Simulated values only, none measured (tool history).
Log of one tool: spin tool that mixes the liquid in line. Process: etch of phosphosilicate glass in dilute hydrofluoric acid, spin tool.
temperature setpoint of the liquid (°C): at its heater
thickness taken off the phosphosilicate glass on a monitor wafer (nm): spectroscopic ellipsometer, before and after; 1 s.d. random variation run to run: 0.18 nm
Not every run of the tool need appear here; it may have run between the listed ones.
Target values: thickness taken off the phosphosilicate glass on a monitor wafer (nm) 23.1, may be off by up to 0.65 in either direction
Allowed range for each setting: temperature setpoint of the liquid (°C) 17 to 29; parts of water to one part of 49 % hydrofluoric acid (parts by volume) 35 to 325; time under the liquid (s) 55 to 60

run  hour  temperature setpoint of the liquid (°C)  parts of water to one part of 49 % hydrofluoric acid (parts by volume)  time under the liquid (s)  thickness taken off the phosphosilicate glass on a monitor wafer (nm)
  1     0                                       21                                                                     180                         55                                                                 39.819
  2   4.6                                       21                                                                     180                         60                                                                 43.522
  3   7.9                                     22.5                                                                     180                         60                                                                 45.618
  4  15.3                                       21                                                                     210                         60                                                                 36.173
  5  23.8                                       21                                                                     185                         60                                                                  42.07
  6  30.6                                       20                                                                     210                         60                                                                 34.783
  7  31.8                                       19                                                                     225                         60                                                                 30.564
  8  35.2                                     18.5                                                                     235                         60                                                                 28.912
  9  38.4                                       18                                                                     245                         60                                                                 26.839
 10  40.9                                     17.5                                                                     250                         60                                                                  25.76
 11  42.5                                     17.5                                                                     255                         60                                                                 25.187
 12  50.5                                     17.5                                                                     260                         60                                                                 24.598

Next run, 5 choices. One meets every target within its allowed miss, the rest don't. Which?
  A  58.5                                       17                                                                     270                         55                                                                      ?
  B  58.5                                       17                                                                     260                         55                                                                      ?
  C  58.5                                       17                                                                     270                         60                                                                      ?
  D  58.5                                     18.5                                                                     270                         60                                                                      ?
  E  58.5                                       18                                                                     235                         55                                                                      ?

move  thickness taken off the phosphosilicate glass on a monitor wafer (nm)
   A                                                                 21.031
   B                                                                 22.028
   C                                                                 22.942
   D                                                                 24.292
   E                                                                 25.899
A: carries the result that was furthest off beyond its target, to the other side
B: carries the result that was furthest off beyond its target, to the other side
C: hits every target within its allowed miss
D: closes in on the targets versus the last run, not all within tolerance yet
E: misses by more than the last run did
Answer: C
